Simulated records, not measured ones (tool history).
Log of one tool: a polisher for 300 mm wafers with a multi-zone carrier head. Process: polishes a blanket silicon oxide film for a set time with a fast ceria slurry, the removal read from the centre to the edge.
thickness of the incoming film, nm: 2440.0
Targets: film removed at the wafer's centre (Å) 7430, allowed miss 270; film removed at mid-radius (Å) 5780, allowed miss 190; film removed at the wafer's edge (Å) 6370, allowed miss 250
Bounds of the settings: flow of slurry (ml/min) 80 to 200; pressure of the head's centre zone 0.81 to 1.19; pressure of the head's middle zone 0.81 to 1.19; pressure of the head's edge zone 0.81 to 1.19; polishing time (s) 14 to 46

| run | hour | flow of slurry (ml/min) | pressure of the head's centre zone | pressure of the head's middle zone | pressure of the head's edge zone | polishing time (s) | film removed at the wafer's centre (Å) | film removed at mid-radius (Å) | film removed at the wafer's edge (Å) |
|---|---|---|---|---|---|---|---|---|---|
| 1 | 0 | 130 | 1 | 1 | 1 | 30 | 4800.5 | 4598.1 | 4602.5 |
| 2 | 8.5 | 145 | 1.05 | 0.99 | 1.05 | 32 | 5589.3 | 4911.5 | 5252.7 |
| 3 | 9 | 145 | 0.97 | 0.99 | 1.05 | 32 | 5094 | 4977.2 | 5268.7 |
| 4 | 11.4 | 160 | 1.04 | 1.01 | 1.08 | 33 | 5832.9 | 5367.9 | 5385 |
| 5 | 18.4 | 165 | 1.07 | 0.99 | 1.1 | 34 | 6142.1 | 5399.7 | 5588.4 |
| 6 | 19 | 160 | 1.1 | 0.98 | 1.11 | 35 | 6579.2 | 5419 | 5859.1 |
| 7 | 25.8 | 165 | 1.11 | 0.98 | 1.12 | 36 | 6834.3 | 5721.8 | 6081.3 |
| 8 | 32.6 | 170 | 1.13 | 0.97 | 1.13 | 36 | 6985.9 | 5710.9 | 5994.4 |
| 9 | 36.2 | 165 | 1.14 | 0.96 | 1.14 | 37 | 7070 | 5701.2 | 6414.2 |

Which of these 5 next moves meets every target?
| A | 39.8 | 150 | 1.08 | 0.87 | 1.15 | 38 | ? | ? | ? |
| B | 39.8 | 145 | 1.12 | 0.94 | 1.19 | 37 | ? | ? | ? |
| C | 39.8 | 175 | 1.04 | 0.92 | 1.19 | 36 | ? | ? | ? |
| D | 39.8 | 200 | 1.16 | 0.95 | 1.17 | 36 | ? | ? | ? |
| E | 39.8 | 125 | 1.03 | 0.94 | 1.19 | 41 | ? | ? | ? |

| move | film removed at the wafer's centre (Å) | film removed at mid-radius (Å) | film removed at the wafer's edge (Å) |
|---|---|---|---|
| A | 6785.6 | 5313.2 | 6396.2 |
| B | 6802.4 | 5462.9 | 6302 |
| C | 6395.1 | 5418.1 | 6295.9 |
| D | 7312.4 | 5676.5 | 6337.4 |
| E | 6664.4 | 5852.2 | 6815.2 |
A: further off than the last run
B: further off than the last run
C: further off than the last run
D: meets every target
E: further off than the last run
The right move is D.
